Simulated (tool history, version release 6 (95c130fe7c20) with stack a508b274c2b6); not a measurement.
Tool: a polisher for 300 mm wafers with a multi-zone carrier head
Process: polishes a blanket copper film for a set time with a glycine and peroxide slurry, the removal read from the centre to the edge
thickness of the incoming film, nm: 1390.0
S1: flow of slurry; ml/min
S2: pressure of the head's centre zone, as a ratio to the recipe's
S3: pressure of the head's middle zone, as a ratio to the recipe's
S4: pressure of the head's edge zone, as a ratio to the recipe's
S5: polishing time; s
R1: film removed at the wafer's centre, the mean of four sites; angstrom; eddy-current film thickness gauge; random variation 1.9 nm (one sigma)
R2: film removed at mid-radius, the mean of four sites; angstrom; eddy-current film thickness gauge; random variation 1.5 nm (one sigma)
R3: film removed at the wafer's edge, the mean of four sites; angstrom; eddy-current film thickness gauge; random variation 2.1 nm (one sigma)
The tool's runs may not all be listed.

run 1 hour=0.0 | S1=270 S2=1.00 S3=1.00 S4=1.00 S5=32 | R1=1777.2 R2=1744.5 R3=1734.1
run 2 hour=0.7 | S1=265 S2=0.96 S3=0.99 S4=0.99 S5=31 | R1=1637.8 R2=1675.8 R3=1711.5
run 3 hour=9.5 | S1=265 S2=0.94 S3=0.99 S4=0.97 S5=30 | R1=1568.7 R2=1575.6 R3=1645.4
run 4 hour=17.8 | S1=260 S2=0.92 S3=1.01 S4=0.96 S5=30 | R1=1576.8 R2=1647.8 R3=1588.4
run 5 hour=21.0 | S1=260 S2=0.92 S3=1.01 S4=0.96 S5=24 | R1=1220.2 R2=1314.3 R3=1289.9
run 6 hour=23.5 | S1=260 S2=0.87 S3=1.01 S4=0.96 S5=24 | R1=1168.8 R2=1289.4 R3=1298.5
run 7 hour=30.1 | S1=265 S2=0.89 S3=1.02 S4=1.00 S5=25 | R1=1261.3 R2=1375.0 R3=1372.5

Run 8 comes next. What will it give?
run 8 hour=35.1 | S1=270 S2=0.88 S3=1.03 S4=1.04 S5=25 | R1=? R2=? R3=?

Run 8 gave R1 1239.0 angstrom, R2 1381.9 angstrom, R3 1404.9 angstrom.
